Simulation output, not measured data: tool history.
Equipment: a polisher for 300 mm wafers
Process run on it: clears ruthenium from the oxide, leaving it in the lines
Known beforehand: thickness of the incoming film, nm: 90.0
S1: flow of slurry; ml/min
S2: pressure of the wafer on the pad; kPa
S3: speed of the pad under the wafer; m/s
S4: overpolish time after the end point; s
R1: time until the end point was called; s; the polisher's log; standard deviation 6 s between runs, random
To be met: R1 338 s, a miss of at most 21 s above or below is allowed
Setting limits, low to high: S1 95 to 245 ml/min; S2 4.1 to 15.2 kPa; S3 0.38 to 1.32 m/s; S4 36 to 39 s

Run 1, day 0: S1 155 ml/min, S2 9.7 kPa, S3 0.84 m/s, S4 36 s. Result: R1 121.55 s.
Run 2, day 0.358: S1 155 ml/min, S2 9.7 kPa, S3 0.94 m/s, S4 36 s. Result: R1 105.04 s.
Run 3, day 0.4: S1 155 ml/min, S2 11.7 kPa, S3 0.94 m/s, S4 36 s. Result: R1 88.788 s.
Run 4, day 0.512: S1 155 ml/min, S2 11.7 kPa, S3 1.02 m/s, S4 36 s. Result: R1 84.13 s.
Run 5, day 0.692: S1 155 ml/min, S2 11.7 kPa, S3 1.02 m/s, S4 36 s. Result: R1 80.274 s.
Run 6, day 0.738: S1 155 ml/min, S2 11.7 kPa, S3 0.94 m/s, S4 36 s. Result: R1 86.369 s.
Run 7, day 0.979: S1 145 ml/min, S2 9 kPa, S3 0.76 m/s, S4 36 s. Result: R1 142.04 s.
Run 8, day 1.321: S1 145 ml/min, S2 9 kPa, S3 0.76 m/s, S4 36 s. Result: R1 138.5 s.
Run 9, day 1.425: S1 145 ml/min, S2 9 kPa, S3 0.76 m/s, S4 36 s. Result: R1 147.23 s.
Run 10, day 1.7: S1 135 ml/min, S2 6.2 kPa, S3 0.52 m/s, S4 36 s. Result: R1 307.3 s.

4 candidate next runs follow, results not yet known. Just one meets every target within its allowed miss. Identify it.
Run A, day 1.975: S1 120 ml/min, S2 5.5 kPa, S3 0.58 m/s, S4 39 s. Result: R1 ?.
Run B, day 1.975: S1 110 ml/min, S2 7.6 kPa, S3 0.52 m/s, S4 39 s. Result: R1 ?.
Run C, day 1.975: S1 155 ml/min, S2 6.2 kPa, S3 0.5 m/s, S4 39 s. Result: R1 ?.
Run D, day 1.975: S1 185 ml/min, S2 6.9 kPa, S3 0.38 m/s, S4 39 s. Result: R1 ?.

move      R1
   A  307.33
   B  256.52
   C  301.47
   D  343.54
A: no better and no worse than the last run
B: the biggest miss grows against the last run
C: the biggest miss grows against the last run
D: in spec on every target
Answer: D

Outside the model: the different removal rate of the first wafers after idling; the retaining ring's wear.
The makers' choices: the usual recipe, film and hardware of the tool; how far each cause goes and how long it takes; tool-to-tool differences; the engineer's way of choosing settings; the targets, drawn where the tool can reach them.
